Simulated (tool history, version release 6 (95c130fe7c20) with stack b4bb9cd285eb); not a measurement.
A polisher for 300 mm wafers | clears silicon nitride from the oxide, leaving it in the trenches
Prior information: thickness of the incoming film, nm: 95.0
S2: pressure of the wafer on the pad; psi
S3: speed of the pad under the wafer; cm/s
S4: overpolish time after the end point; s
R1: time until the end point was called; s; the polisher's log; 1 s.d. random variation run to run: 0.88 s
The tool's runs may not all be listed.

{"run": 1, "hour": 0.0, "flow of slurry (ml/min)": 195, "S2": 3.5, "S3": 112, "S4": 44, "R1": 98.842}
{"run": 2, "hour": 6.6, "flow of slurry (ml/min)": 195, "S2": 3.7, "S3": 112, "S4": 44, "R1": 93.796}
{"run": 3, "hour": 7.9, "flow of slurry (ml/min)": 195, "S2": 3.9, "S3": 112, "S4": 44, "R1": 90.116}
{"run": 4, "hour": 16.3, "flow of slurry (ml/min)": 195, "S2": 3.9, "S3": 112, "S4": 44, "R1": 90.293}
{"run": 5, "hour": 23.6, "flow of slurry (ml/min)": 195, "S2": 3.9, "S3": 112, "S4": 47, "R1": 90.954}
{"run": 6, "hour": 27.0, "flow of slurry (ml/min)": 195, "S2": 4.1, "S3": 112, "S4": 47, "R1": 85.785}
{"run": 7, "hour": 33.9, "flow of slurry (ml/min)": 195, "S2": 4.2, "S3": 112, "S4": 47, "R1": 82.993}
{"run": 8, "hour": 36.9, "flow of slurry (ml/min)": 195, "S2": 4.3, "S3": 112, "S4": 47, "R1": 81.526}
{"run": 9, "hour": 38.3, "flow of slurry (ml/min)": 195, "S2": 4.3, "S3": 112, "S4": 47, "R1": 81.327}
{"run": 10, "hour": 40.6, "flow of slurry (ml/min)": 195, "S2": 4.4, "S3": 112, "S4": 47, "R1": 80.604}
{"run": 11, "hour": 43.6, "flow of slurry (ml/min)": 195, "S2": 4.5, "S3": 112, "S4": 47, "R1": 78.409}
{"run": 12, "hour": 51.7, "flow of slurry (ml/min)": 195, "S2": 4.6, "S3": 112, "S4": 47, "R1": 76.036}
{"run": 13, "hour": 56.8, "flow of slurry (ml/min)": 195, "S2": 4.7, "S3": 112, "S4": 47, "R1": 75.231}
{"run": 14, "hour": 57.9, "flow of slurry (ml/min)": 195, "S2": 4.8, "S3": 112, "S4": 47, "R1": 72.174}

What will run 15 give?
{"run": 15, "hour": 59.2, "flow of slurry (ml/min)": 195, "S2": 5.0, "S3": 112, "S4": 47, "R1": "?"}

Run 15 gave R1 70.239 s.
